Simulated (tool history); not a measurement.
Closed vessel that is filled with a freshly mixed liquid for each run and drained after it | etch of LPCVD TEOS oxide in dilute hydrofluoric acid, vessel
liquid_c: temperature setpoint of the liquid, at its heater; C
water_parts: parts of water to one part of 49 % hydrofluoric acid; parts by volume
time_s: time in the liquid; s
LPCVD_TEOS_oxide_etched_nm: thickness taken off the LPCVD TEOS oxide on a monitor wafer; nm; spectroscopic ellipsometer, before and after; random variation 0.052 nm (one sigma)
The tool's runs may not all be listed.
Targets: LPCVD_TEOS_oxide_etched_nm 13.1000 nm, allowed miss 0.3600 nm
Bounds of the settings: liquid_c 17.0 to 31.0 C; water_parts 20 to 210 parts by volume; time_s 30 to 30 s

| run | hour | liquid_c | water_parts | time_s | LPCVD_TEOS_oxide_etched_nm |
|---|---|---|---|---|---|
| 1 | 0.0 | 23.0 | 115 | 30 | 4.5041 |
| 2 | 5.1 | 25.5 | 90 | 30 | 6.5397 |
| 3 | 7.4 | 27.0 | 75 | 30 | 8.4235 |
| 4 | 9.4 | 27.0 | 75 | 30 | 8.4662 |
| 5 | 16.7 | 28.0 | 70 | 30 | 9.5229 |
| 6 | 21.6 | 29.0 | 65 | 30 | 10.6400 |
| 7 | 22.8 | 31.0 | 50 | 30 | 15.4300 |
| 8 | 27.4 | 30.5 | 50 | 30 | 15.1440 |
| 9 | 32.4 | 30.0 | 50 | 30 | 14.8110 |
| 10 | 39.7 | 29.5 | 50 | 30 | 14.5040 |

Which of these 5 next moves meets every target?
| A | 47.0 | 30.0 | 50 | 30 | ? |
| B | 47.0 | 30.5 | 60 | 30 | ? |
| C | 47.0 | 29.0 | 45 | 30 | ? |
| D | 47.0 | 29.5 | 55 | 30 | ? |
| E | 47.0 | 31.0 | 45 | 30 | ? |

| move | LPCVD_TEOS_oxide_etched_nm |
|---|---|
| A | 14.8770 |
| B | 12.4490 |
| C | 16.0120 |
| D | 13.1620 |
| E | 17.3260 |
A: further off than the last run
B: takes the result that was furthest off past its target
C: further off than the last run
D: meets every target
E: further off than the last run
Move D is the one to make.

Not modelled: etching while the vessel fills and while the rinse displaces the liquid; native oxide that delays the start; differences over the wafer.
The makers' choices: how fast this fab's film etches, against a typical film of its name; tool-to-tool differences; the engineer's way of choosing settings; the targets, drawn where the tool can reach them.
